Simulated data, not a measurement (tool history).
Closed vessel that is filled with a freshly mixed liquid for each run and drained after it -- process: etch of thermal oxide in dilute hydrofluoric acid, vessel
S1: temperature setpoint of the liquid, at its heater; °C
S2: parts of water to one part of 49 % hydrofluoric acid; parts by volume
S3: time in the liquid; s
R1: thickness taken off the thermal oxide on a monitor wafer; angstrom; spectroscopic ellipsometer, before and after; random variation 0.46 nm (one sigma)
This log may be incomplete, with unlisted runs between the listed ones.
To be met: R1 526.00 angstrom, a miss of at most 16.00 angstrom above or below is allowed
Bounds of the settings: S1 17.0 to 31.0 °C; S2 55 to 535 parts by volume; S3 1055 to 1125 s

Run 1, hour 0.0: S1 23.0 °C, S2 295 parts by volume, S3 1055 s. Result: R1 144.59 angstrom.
Run 2, hour 4.8: S1 20.5 °C, S2 295 parts by volume, S3 1055 s. Result: R1 131.30 angstrom.
Run 3, hour 8.6: S1 19.0 °C, S2 295 parts by volume, S3 1055 s. Result: R1 124.74 angstrom.
Run 4, hour 17.6: S1 22.0 °C, S2 295 parts by volume, S3 1055 s. Result: R1 139.93 angstrom.
Run 5, hour 23.7: S1 24.5 °C, S2 225 parts by volume, S3 1055 s. Result: R1 212.04 angstrom.
Run 6, hour 30.3: S1 27.0 °C, S2 225 parts by volume, S3 1055 s. Result: R1 234.27 angstrom.
Run 7, hour 31.8: S1 28.0 °C, S2 180 parts by volume, S3 1055 s. Result: R1 317.62 angstrom.
Run 8, hour 36.6: S1 29.0 °C, S2 155 parts by volume, S3 1055 s. Result: R1 397.23 angstrom.

Which one of the following 5 next-run settings gets every result inside its allowed miss? There is exactly one.
Run A, hour 41.4: S1 24.5 °C, S2 150 parts by volume, S3 1080 s. Result: R1 ?.
Run B, hour 41.4: S1 30.0 °C, S2 130 parts by volume, S3 1100 s. Result: R1 ?.
Run C, hour 41.4: S1 28.5 °C, S2 120 parts by volume, S3 1120 s. Result: R1 ?.
Run D, hour 41.4: S1 29.0 °C, S2 140 parts by volume, S3 1125 s. Result: R1 ?.
Run E, hour 41.4: S1 31.0 °C, S2 130 parts by volume, S3 1115 s. Result: R1 ?.

move      R1
   A  356.25
   B  526.93
   C  557.27
   D  476.10
   E  553.90
A: lands further from the targets than the last run did
B: all results land within tolerance of their targets
C: carries the result that was furthest off beyond its target, to the other side
D: moves toward the targets from the last run without getting all of them in spec
E: carries the result that was furthest off beyond its target, to the other side
The move that meets every target is B.
